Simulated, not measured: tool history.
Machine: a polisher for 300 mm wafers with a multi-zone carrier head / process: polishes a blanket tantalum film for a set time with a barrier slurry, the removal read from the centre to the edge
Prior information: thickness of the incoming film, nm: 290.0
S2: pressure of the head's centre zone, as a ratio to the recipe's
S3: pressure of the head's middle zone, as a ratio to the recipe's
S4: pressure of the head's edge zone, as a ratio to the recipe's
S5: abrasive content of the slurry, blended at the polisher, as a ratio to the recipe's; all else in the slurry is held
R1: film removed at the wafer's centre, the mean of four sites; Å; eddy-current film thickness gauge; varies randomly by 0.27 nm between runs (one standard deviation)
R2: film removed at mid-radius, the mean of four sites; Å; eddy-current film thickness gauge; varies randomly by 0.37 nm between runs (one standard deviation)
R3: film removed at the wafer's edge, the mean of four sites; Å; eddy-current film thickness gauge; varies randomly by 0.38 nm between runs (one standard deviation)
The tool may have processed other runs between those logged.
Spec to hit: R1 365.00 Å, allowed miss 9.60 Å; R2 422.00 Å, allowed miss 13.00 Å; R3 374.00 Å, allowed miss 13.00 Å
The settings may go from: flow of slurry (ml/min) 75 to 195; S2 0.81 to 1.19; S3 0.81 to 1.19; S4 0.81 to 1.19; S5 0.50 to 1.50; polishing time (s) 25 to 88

Run 1, day 0.000: flow of slurry (ml/min) 125, S2 1.00, S3 1.00, S4 1.00, S5 1.00, polishing time (s) 56. Result: R1 655.05 Å, R2 659.77 Å, R3 646.13 Å.
Run 2, day 0.033: flow of slurry (ml/min) 120, S2 0.98, S3 1.01, S4 0.96, S5 0.85, polishing time (s) 52. Result: R1 564.09 Å, R2 582.93 Å, R3 556.35 Å.
Run 3, day 0.188: flow of slurry (ml/min) 115, S2 0.96, S3 1.02, S4 0.93, S5 0.75, polishing time (s) 49. Result: R1 483.10 Å, R2 518.83 Å, R3 485.67 Å.
Run 4, day 0.462: flow of slurry (ml/min) 115, S2 0.96, S3 1.02, S4 0.96, S5 0.75, polishing time (s) 49. Result: R1 486.88 Å, R2 516.35 Å, R3 500.69 Å.
Run 5, day 0.704: flow of slurry (ml/min) 115, S2 0.89, S3 1.02, S4 0.96, S5 0.75, polishing time (s) 49. Result: R1 447.11 Å, R2 519.07 Å, R3 485.78 Å.
Run 6, day 1.038: flow of slurry (ml/min) 85, S2 0.89, S3 1.02, S4 0.96, S5 0.75, polishing time (s) 49. Result: R1 419.75 Å, R2 494.84 Å, R3 466.95 Å.
Run 7, day 1.183: flow of slurry (ml/min) 95, S2 0.90, S3 1.01, S4 0.86, S5 0.50, polishing time (s) 43. Result: R1 291.32 Å, R2 329.37 Å, R3 302.94 Å.
Run 8, day 1.450: flow of slurry (ml/min) 115, S2 0.90, S3 1.02, S4 0.87, S5 0.50, polishing time (s) 43. Result: R1 304.15 Å, R2 344.34 Å, R3 311.57 Å.
Run 9, day 1.638: flow of slurry (ml/min) 150, S2 0.92, S3 1.10, S4 0.97, S5 0.65, polishing time (s) 43. Result: R1 394.76 Å, R2 469.96 Å, R3 410.60 Å.
Run 10, day 1.796: flow of slurry (ml/min) 145, S2 0.92, S3 1.09, S4 0.95, S5 0.65, polishing time (s) 43. Result: R1 389.76 Å, R2 462.16 Å, R3 412.59 Å.
Run 11, day 2.150: flow of slurry (ml/min) 125, S2 0.97, S3 1.10, S4 0.89, S5 0.50, polishing time (s) 41. Result: R1 314.63 Å, R2 355.31 Å, R3 299.86 Å.
Run 12, day 2.458: flow of slurry (ml/min) 140, S2 0.96, S3 1.10, S4 0.91, S5 0.50, polishing time (s) 41. Result: R1 321.55 Å, R2 361.90 Å, R3 316.26 Å.
Run 13, day 2.758: flow of slurry (ml/min) 150, S2 0.96, S3 1.11, S4 0.93, S5 0.50, polishing time (s) 41. Result: R1 323.89 Å, R2 366.11 Å, R3 324.35 Å.
Run 14, day 3.100: flow of slurry (ml/min) 155, S2 0.97, S3 1.13, S4 0.95, S5 0.50, polishing time (s) 41. Result: R1 328.93 Å, R2 376.59 Å, R3 320.41 Å.
Run 15, day 3.171: flow of slurry (ml/min) 160, S2 0.97, S3 1.13, S4 0.97, S5 0.50, polishing time (s) 41. Result: R1 328.52 Å, R2 379.36 Å, R3 323.52 Å.
Run 16, day 3.292: flow of slurry (ml/min) 165, S2 0.96, S3 1.12, S4 0.98, S5 0.50, polishing time (s) 41. Result: R1 329.92 Å, R2 377.64 Å, R3 326.71 Å.
Run 17, day 3.475: flow of slurry (ml/min) 165, S2 0.96, S3 1.12, S4 1.00, S5 0.50, polishing time (s) 41. Result: R1 326.74 Å, R2 379.13 Å, R3 334.39 Å.
Run 18, day 3.725: flow of slurry (ml/min) 170, S2 0.96, S3 1.12, S4 1.00, S5 0.50, polishing time (s) 41. Result: R1 333.58 Å, R2 379.79 Å, R3 334.49 Å.
Run 19, day 3.779: flow of slurry (ml/min) 175, S2 0.96, S3 1.12, S4 1.01, S5 0.50, polishing time (s) 41. Result: R1 333.88 Å, R2 378.53 Å, R3 336.66 Å.

Below are 5 possible settings for the next run. Only one of them brings all results inside the allowed miss of their targets. Which is it?
Run A, day 3.833: flow of slurry (ml/min) 180, S2 0.83, S3 1.11, S4 1.01, S5 0.50, polishing time (s) 46. Result: R1 ?, R2 ?, R3 ?.
Run B, day 3.833: flow of slurry (ml/min) 150, S2 0.81, S3 1.08, S4 1.12, S5 0.50, polishing time (s) 48. Result: R1 ?, R2 ?, R3 ?.
Run C, day 3.833: flow of slurry (ml/min) 195, S2 1.00, S3 0.81, S4 1.16, S5 0.50, polishing time (s) 44. Result: R1 ?, R2 ?, R3 ?.
Run D, day 3.833: flow of slurry (ml/min) 195, S2 0.98, S3 0.86, S4 1.08, S5 0.65, polishing time (s) 37. Result: R1 ?, R2 ?, R3 ?.
Run E, day 3.833: flow of slurry (ml/min) 185, S2 0.95, S3 1.12, S4 1.02, S5 0.55, polishing time (s) 42. Result: R1 ?, R2 ?, R3 ?.

move      R1      R2      R3
   A  325.47  430.34  384.52
   B  321.64  427.23  414.68
   C  378.96  319.29  398.97
   D  379.72  342.85  392.94
   E  369.94  430.05  382.95
A: meets the target for the result that was furthest off, but another lies outside its allowed miss
B: meets the target for the result that was furthest off, but another lies outside its allowed miss
C: moves away from the targets compared with the last run
D: moves away from the targets compared with the last run
E: all results in spec
Correct choice: E, which meets every target

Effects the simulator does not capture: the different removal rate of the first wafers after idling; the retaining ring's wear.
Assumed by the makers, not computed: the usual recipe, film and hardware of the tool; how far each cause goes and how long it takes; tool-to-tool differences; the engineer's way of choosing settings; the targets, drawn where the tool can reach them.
